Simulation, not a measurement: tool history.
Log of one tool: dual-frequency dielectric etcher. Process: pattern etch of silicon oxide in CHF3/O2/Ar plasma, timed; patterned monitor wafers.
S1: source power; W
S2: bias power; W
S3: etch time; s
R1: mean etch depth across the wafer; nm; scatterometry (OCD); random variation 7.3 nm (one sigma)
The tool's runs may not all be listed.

| run | hour | S1 | S2 | S3 | R1 |
|---|---|---|---|---|---|
| 1 | 0 | 840 | 126 | 702.5 | 1486.9 |
| 2 | 1.9 | 790 | 126 | 702.5 | 1418.9 |
| 3 | 8.2 | 790 | 147 | 702.5 | 1506.9 |
| 4 | 9.8 | 790 | 127 | 702.5 | 1441 |
| 5 | 16 | 790 | 127 | 702.5 | 1446.9 |
| 6 | 16.7 | 770 | 126 | 702.5 | 1428.5 |

Forecast run 7:
| 7 | 21 | 750 | 125 | 702.5 | ? |

R1: 1383.6 nm

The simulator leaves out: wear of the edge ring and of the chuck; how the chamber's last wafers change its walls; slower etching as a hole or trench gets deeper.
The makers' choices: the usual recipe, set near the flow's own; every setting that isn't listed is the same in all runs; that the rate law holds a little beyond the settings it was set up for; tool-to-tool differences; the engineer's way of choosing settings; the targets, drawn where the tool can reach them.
